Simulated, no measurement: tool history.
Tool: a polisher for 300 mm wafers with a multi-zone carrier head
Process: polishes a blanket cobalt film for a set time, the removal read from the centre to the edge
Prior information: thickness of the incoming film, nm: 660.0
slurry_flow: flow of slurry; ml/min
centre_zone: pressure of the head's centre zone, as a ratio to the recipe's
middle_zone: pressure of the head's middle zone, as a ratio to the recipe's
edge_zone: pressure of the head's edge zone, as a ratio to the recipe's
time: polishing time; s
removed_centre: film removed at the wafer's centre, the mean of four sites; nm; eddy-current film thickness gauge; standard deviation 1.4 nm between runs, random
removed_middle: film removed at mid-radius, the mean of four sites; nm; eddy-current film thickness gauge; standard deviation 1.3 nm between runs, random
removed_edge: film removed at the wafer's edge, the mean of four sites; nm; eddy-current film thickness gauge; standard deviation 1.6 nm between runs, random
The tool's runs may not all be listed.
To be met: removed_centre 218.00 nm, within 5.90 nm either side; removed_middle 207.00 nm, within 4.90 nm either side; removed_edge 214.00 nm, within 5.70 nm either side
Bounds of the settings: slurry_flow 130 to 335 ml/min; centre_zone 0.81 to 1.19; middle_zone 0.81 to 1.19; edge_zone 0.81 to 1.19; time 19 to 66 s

run  hour  slurry_flow  centre_zone  middle_zone  edge_zone  time  removed_centre  removed_middle  removed_edge
  1   0.0          215         1.00         1.00       1.00    42          245.47          244.69        262.28
  2   5.8          215         1.00         1.00       1.00    47          274.04          274.63        292.44
  3   6.5          215         1.00         1.07       1.00    47          273.80          288.88        288.41
  4  10.2          215         0.96         1.07       1.00    47          264.26          290.92        284.46
  5  18.5          215         0.96         1.07       1.05    47          263.56          291.84        298.98
  6  24.8          205         0.96         1.02       0.98    45          251.68          264.03        270.97
  7  25.4          205         0.96         1.02       0.98    45          250.55          265.38        274.42
  8  32.1          205         0.97         1.00       0.94    42          235.00          243.67        248.85
     39.2  -- edge zone pressure recalibrated
  9  39.2          165         0.99         0.90       0.84    39          215.59          200.64        203.47
 10  42.2          175         0.99         0.90       0.85    39          217.97          202.76        208.14
 11  50.9          175         0.99         0.90       0.85    39          217.09          201.30        209.95
 12  55.1          175         0.99         0.90       0.85    39          218.24          201.36        208.62

Exercise: of the 5 proposed moves below, exactly one satisfies all targets within the stated allowed misses. Which move is it?
  A  59.3          185         0.98         0.92       0.84    37               ?               ?             ?
  B  59.3          210         0.95         0.89       0.87    39               ?               ?             ?
  C  59.3          160         1.05         0.92       0.81    38               ?               ?             ?
  D  59.3          200         0.99         0.99       0.92    38               ?               ?             ?
  E  59.3          195         1.03         1.00       0.86    37               ?               ?             ?

move  removed_centre  removed_middle  removed_edge
   A          206.50          197.50        198.52
   B          216.10          206.76        215.92
   C          219.77          197.24        196.65
   D          217.43          218.48        214.34
   E          218.99          213.64        201.73
A: its largest miss is bigger than the last run's
B: all results in spec
C: its largest miss is bigger than the last run's
D: the result that was furthest off in the last run now lies on the other side of its target
E: the result that was furthest off in the last run now lies on the other side of its target
Move B is the one to make.
